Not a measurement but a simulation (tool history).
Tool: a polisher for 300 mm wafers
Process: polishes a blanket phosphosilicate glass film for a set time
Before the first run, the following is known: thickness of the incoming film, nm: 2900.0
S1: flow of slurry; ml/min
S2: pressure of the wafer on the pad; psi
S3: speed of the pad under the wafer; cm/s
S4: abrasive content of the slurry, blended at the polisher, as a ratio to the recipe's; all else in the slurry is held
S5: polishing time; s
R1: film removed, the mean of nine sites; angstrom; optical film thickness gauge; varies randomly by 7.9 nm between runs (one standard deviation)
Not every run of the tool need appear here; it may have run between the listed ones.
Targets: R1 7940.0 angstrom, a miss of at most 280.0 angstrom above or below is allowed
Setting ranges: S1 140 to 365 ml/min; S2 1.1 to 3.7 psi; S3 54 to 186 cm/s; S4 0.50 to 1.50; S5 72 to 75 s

run,hour,S1,S2,S3,S4,S5,R1
1,0.0,235,2.4,118,1.00,72,5370.3
2,1.9,210,2.4,118,1.00,72,5173.9
3,6.2,210,2.4,118,1.15,72,5421.7
4,11.0,210,2.4,132,1.15,72,5867.0
5,12.1,225,2.5,132,1.15,72,6367.0
6,18.2,195,2.5,132,1.15,72,6115.0
7,22.5,215,2.6,132,1.15,72,6438.9
8,26.3,230,2.7,132,1.15,72,6768.4
9,33.5,240,2.8,132,1.15,72,7094.3
10,37.7,240,2.8,132,1.15,72,7059.7
11,43.2,250,2.9,132,1.15,72,7302.2
12,50.2,255,2.9,132,1.15,72,7383.0
13,54.5,260,2.9,132,1.15,72,7413.1
14,57.6,265,2.9,132,1.15,72,7469.7
15,60.5,270,2.9,132,1.15,72,7483.5
16,62.5,270,2.9,132,1.15,72,7376.5

Exercise: of the 4 proposed moves below, exactly one satisfies all targets within the stated allowed misses. Which move is it?
A,64.5,225,3.1,108,0.95,74,?
B,64.5,290,3.2,124,1.40,72,?
C,64.5,305,2.9,146,1.10,72,?
D,64.5,295,3.5,144,0.85,73,?

move,R1
A,6354.5
B,8351.2
C,8017.2
D,8797.1
A: moves away from the targets compared with the last run
B: moves the result that the last run missed by most past its target, out the other side
C: all results in spec
D: moves the result that the last run missed by most past its target, out the other side
The right move is C.
